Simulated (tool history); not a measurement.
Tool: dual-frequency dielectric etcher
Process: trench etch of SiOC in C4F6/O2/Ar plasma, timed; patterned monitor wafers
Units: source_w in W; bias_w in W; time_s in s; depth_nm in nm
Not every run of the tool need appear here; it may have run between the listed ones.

| run | hour | source_w | bias_w | time_s | depth_nm |
|---|---|---|---|---|---|
| 1 | 0 | 280 | 253 | 12.5 | 27.443 |
| 2 | 5.5 | 280 | 253 | 11.5 | 24.887 |
| 3 | 8.9 | 250 | 239 | 11.5 | 23.157 |
| 4 | 10.4 | 250 | 261 | 11.5 | 24.053 |
| 5 | 18.4 | 250 | 261 | 12.5 | 26.03 |
| 6 | 26.5 | 230 | 261 | 12.5 | 25.095 |
| 7 | 29.1 | 220 | 245 | 12.5 | 24.107 |

What will run 8 give?
| 8 | 35.1 | 210 | 231 | 12.5 | ? |

{"run 8": {"depth_nm": 23.303}}
